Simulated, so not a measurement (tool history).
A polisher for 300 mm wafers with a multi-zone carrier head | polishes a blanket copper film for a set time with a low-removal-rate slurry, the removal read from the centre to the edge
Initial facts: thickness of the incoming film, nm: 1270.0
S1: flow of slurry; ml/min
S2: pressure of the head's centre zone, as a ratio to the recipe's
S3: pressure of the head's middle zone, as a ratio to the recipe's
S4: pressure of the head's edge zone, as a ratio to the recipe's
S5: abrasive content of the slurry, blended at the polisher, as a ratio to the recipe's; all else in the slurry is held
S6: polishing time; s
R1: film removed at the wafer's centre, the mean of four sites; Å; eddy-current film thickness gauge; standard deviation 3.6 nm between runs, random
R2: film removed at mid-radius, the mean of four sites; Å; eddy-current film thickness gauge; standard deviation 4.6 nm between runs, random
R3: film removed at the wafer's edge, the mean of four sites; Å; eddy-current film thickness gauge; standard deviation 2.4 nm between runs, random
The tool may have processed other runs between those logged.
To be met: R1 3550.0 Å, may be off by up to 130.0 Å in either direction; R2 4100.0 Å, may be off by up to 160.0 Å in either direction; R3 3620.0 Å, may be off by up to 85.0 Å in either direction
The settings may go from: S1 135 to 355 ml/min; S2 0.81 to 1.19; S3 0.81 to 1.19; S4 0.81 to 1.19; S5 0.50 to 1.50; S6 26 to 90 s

run  hour   S1    S2    S3    S4    S5  S6      R1      R2      R3
  1   0.0  225  1.00  1.00  1.00  1.00  58  2708.4  2629.1  2789.4
  2   5.2  225  1.08  1.00  1.00  1.00  58  2927.3  2689.9  2785.2
  3  12.5  240  1.07  1.04  1.01  1.10  59  3044.7  2844.1  2939.7
  4  18.7  235  1.04  1.07  0.97  1.15  62  3189.2  3131.4  3114.7
     21.8  -- slurry nozzle cleaned
  5  21.8  235  1.02  1.10  0.94  1.20  63  3359.9  3427.6  3225.8
  6  30.0  240  1.00  1.12  0.94  1.25  63  3300.5  3619.2  3288.3
  7  32.6  305  1.02  1.18  1.04  1.35  63  3546.0  3835.5  3579.5
  8  40.9  305  1.01  1.18  1.03  1.35  63  3529.2  3791.8  3563.1
  9  49.8  300  1.00  1.18  1.01  1.40  63  3544.9  3912.2  3599.4
 10  55.6  300  1.00  1.18  1.01  1.40  63  3556.8  3954.2  3563.2

Below are 5 possible settings for the next run. Only one of them brings all results inside the allowed miss of their targets. Which is it?
  A  61.4  320  1.04  1.11  1.02  1.50  62   ?   ?   ?
  B  61.4  350  0.95  1.14  0.92  1.40  63   ?   ?   ?
  C  61.4  280  1.02  1.18  0.99  1.50  66   ?   ?   ?
  D  61.4  270  0.97  1.19  0.96  1.50  65   ?   ?   ?
  E  61.4  355  1.00  1.16  1.02  1.35  63   ?   ?   ?

move      R1      R2      R3
   A  3628.4  3747.8  3586.8
   B  3327.5  3841.8  3421.0
   C  3743.6  4136.5  3729.3
   D  3492.9  4089.0  3610.2
   E  3473.1  3856.7  3558.8
A: lands further from the targets than the last run did
B: lands further from the targets than the last run did
C: puts the biggest miss on target and leaves a different result outside tolerance
D: meets every target
E: lands further from the targets than the last run did
D meets every target.

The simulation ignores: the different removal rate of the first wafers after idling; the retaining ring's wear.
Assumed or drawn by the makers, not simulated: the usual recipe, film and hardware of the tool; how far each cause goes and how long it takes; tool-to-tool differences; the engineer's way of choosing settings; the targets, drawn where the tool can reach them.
